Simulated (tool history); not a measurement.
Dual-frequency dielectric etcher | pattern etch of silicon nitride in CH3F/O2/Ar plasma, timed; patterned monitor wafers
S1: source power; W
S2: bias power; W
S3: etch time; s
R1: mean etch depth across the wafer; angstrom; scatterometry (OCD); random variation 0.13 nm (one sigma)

run,day,S1,S2,S3,R1
1,0.000,450,76,48.0,334.64
2,0.183,450,82,48.0,344.67
3,0.379,430,81,48.0,335.26
4,0.638,430,81,50.5,354.76
5,0.871,430,93,50.5,366.63
6,1.133,410,91,50.5,358.10
7,1.321,390,90,50.5,354.79
8,1.392,380,88,50.0,346.97
9,1.450,370,86,49.5,340.90
10,1.742,360,84,49.5,333.25
11,1.833,350,83,49.5,328.85
12,1.925,340,82,49.5,327.13
13,2.258,330,81,49.5,320.68
14,2.579,320,80,49.5,319.19

Run 15 comes next. What will it give?
15,2.642,320,79,49.5,?

{"run 15": {"R1": 316.68}}

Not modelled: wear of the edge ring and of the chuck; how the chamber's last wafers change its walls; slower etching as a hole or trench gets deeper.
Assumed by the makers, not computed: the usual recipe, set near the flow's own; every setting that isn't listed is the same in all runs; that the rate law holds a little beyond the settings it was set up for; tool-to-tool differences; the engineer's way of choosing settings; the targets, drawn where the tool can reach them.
